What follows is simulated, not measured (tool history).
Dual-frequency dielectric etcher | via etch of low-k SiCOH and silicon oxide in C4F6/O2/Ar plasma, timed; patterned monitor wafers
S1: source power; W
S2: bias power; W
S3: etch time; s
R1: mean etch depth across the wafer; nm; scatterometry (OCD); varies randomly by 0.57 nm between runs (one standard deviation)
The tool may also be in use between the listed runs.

Run 1, hour 0: S1 340 W, S2 155 W, S3 97 s. Result: R1 255.53 nm.
Run 2, hour 8.5: S1 340 W, S2 155 W, S3 101.5 s. Result: R1 266.05 nm.
Run 3, hour 12.7: S1 340 W, S2 155 W, S3 101.5 s. Result: R1 267.36 nm.
Run 4, hour 17.2: S1 310 W, S2 143 W, S3 100.5 s. Result: R1 241.3 nm.
Run 5, hour 18.1: S1 250 W, S2 143 W, S3 100.5 s. Result: R1 206.73 nm.
At hour 23.4: wet clean of the chamber.
Run 6, hour 23.4: S1 300 W, S2 143 W, S3 100.5 s. Result: R1 226.37 nm.
Run 7, hour 28.6: S1 280 W, S2 142 W, S3 100.5 s. Result: R1 215.17 nm.

Forecast run 8:
Run 8, hour 37.1: S1 270 W, S2 142 W, S3 100.5 s. Result: R1 ?.

Logged for run 8: R1 210.34 nm.
